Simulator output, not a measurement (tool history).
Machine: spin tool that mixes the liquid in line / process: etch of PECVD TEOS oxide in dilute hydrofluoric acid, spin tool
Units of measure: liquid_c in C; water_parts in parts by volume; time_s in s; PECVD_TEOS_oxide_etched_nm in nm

run	hour	liquid_c	water_parts	time_s	PECVD_TEOS_oxide_etched_nm
1	0	22	100	290	57.134
2	0.8	22	100	310	60.761
3	3.3	20.5	110	310	51.048
4	4.2	19.5	115	310	45.899
5	12.1	19	115	310	46.117
6	19.6	18.5	120	310	42.512
7	26.2	18	120	310	41.938

Run 8 has not been measured yet. What should we expect?
8	33.3	17.5	120	310	?

{"run 8": {"PECVD_TEOS_oxide_etched_nm": 41.079}}

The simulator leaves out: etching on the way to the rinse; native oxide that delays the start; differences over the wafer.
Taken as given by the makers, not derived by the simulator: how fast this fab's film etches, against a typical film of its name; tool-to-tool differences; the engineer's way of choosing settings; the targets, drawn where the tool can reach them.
